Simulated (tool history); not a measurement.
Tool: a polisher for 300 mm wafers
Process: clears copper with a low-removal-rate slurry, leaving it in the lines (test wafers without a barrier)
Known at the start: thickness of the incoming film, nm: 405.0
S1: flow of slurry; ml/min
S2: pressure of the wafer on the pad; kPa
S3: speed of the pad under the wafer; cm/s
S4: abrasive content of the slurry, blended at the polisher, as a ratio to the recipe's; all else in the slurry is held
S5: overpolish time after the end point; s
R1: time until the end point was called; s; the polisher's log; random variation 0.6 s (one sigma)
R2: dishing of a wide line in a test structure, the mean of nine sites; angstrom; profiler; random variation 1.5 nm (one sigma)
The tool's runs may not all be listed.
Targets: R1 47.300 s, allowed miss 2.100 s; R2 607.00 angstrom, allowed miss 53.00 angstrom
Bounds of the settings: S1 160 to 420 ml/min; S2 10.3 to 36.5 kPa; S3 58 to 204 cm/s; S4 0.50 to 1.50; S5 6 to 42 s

Run 1, hour 0.0: S1 270 ml/min, S2 23.4 kPa, S3 130 cm/s, S4 1.00, S5 21 s. Result: R1 93.364 s, R2 418.07 angstrom.
Run 2, hour 1.5: S1 270 ml/min, S2 24.8 kPa, S3 132 cm/s, S4 1.00, S5 21 s. Result: R1 89.653 s, R2 440.55 angstrom.
Run 3, hour 6.4: S1 270 ml/min, S2 26.9 kPa, S3 132 cm/s, S4 1.00, S5 21 s. Result: R1 80.849 s, R2 447.12 angstrom.
Run 4, hour 8.9: S1 270 ml/min, S2 26.9 kPa, S3 132 cm/s, S4 0.90, S5 21 s. Result: R1 83.422 s, R2 436.90 angstrom.
Run 5, hour 11.7: S1 270 ml/min, S2 24.8 kPa, S3 132 cm/s, S4 0.90, S5 21 s. Result: R1 90.530 s, R2 431.53 angstrom.
Run 6, hour 18.7: S1 270 ml/min, S2 26.2 kPa, S3 134 cm/s, S4 0.90, S5 21 s. Result: R1 86.779 s, R2 448.63 angstrom.
Run 7, hour 21.7: S1 270 ml/min, S2 27.6 kPa, S3 138 cm/s, S4 0.90, S5 21 s. Result: R1 77.517 s, R2 462.34 angstrom.
Run 8, hour 30.1: S1 270 ml/min, S2 28.3 kPa, S3 140 cm/s, S4 0.90, S5 21 s. Result: R1 76.573 s, R2 458.48 angstrom.
Run 9, hour 35.8: S1 270 ml/min, S2 29.0 kPa, S3 144 cm/s, S4 0.90, S5 21 s. Result: R1 72.799 s, R2 482.92 angstrom.
Run 10, hour 41.6: S1 270 ml/min, S2 29.6 kPa, S3 146 cm/s, S4 0.90, S5 21 s. Result: R1 70.099 s, R2 515.31 angstrom.
Run 11, hour 48.3: S1 270 ml/min, S2 30.3 kPa, S3 148 cm/s, S4 0.90, S5 20 s. Result: R1 68.315 s, R2 471.15 angstrom.
Run 12, hour 55.2: S1 270 ml/min, S2 31.0 kPa, S3 150 cm/s, S4 0.90, S5 20 s. Result: R1 66.434 s, R2 499.55 angstrom.
Run 13, hour 58.2: S1 270 ml/min, S2 31.7 kPa, S3 152 cm/s, S4 0.90, S5 20 s. Result: R1 64.759 s, R2 486.10 angstrom.
Run 14, hour 64.5: S1 270 ml/min, S2 32.4 kPa, S3 154 cm/s, S4 0.90, S5 20 s. Result: R1 61.438 s, R2 514.05 angstrom.
Run 15, hour 65.4: S1 270 ml/min, S2 33.1 kPa, S3 156 cm/s, S4 0.90, S5 20 s. Result: R1 58.722 s, R2 498.31 angstrom.
At hour 67.5: worn pad replaced by a new one.
Run 16, hour 67.5: S1 270 ml/min, S2 33.8 kPa, S3 158 cm/s, S4 0.90, S5 20 s. Result: R1 53.888 s, R2 511.85 angstrom.
Run 17, hour 75.3: S1 270 ml/min, S2 33.8 kPa, S3 158 cm/s, S4 0.90, S5 21 s. Result: R1 52.607 s, R2 536.21 angstrom.
Run 18, hour 78.1: S1 270 ml/min, S2 34.5 kPa, S3 160 cm/s, S4 0.85, S5 23 s. Result: R1 54.040 s, R2 551.80 angstrom.
Run 19, hour 80.2: S1 270 ml/min, S2 35.9 kPa, S3 164 cm/s, S4 0.85, S5 24 s. Result: R1 50.282 s, R2 547.24 angstrom.
Run 20, hour 81.8: S1 270 ml/min, S2 35.9 kPa, S3 164 cm/s, S4 0.85, S5 25 s. Result: R1 49.403 s, R2 568.39 angstrom.

Which of these 4 next moves meets every target?
Run A, hour 83.4: S1 310 ml/min, S2 36.5 kPa, S3 180 cm/s, S4 1.00, S5 27 s. Result: R1 ?, R2 ?.
Run B, hour 83.4: S1 290 ml/min, S2 35.9 kPa, S3 160 cm/s, S4 0.85, S5 19 s. Result: R1 ?, R2 ?.
Run C, hour 83.4: S1 160 ml/min, S2 35.2 kPa, S3 188 cm/s, S4 0.90, S5 29 s. Result: R1 ?, R2 ?.
Run D, hour 83.4: S1 275 ml/min, S2 34.5 kPa, S3 158 cm/s, S4 0.85, S5 18 s. Result: R1 ?, R2 ?.

move      R1      R2
   A  41.768  635.60
   B  49.756  566.60
   C  46.319  631.42
   D  52.492  545.15
A: takes the result that was furthest off past its target
B: further off than the last run
C: meets every target
D: further off than the last run
Move C is the one to make.

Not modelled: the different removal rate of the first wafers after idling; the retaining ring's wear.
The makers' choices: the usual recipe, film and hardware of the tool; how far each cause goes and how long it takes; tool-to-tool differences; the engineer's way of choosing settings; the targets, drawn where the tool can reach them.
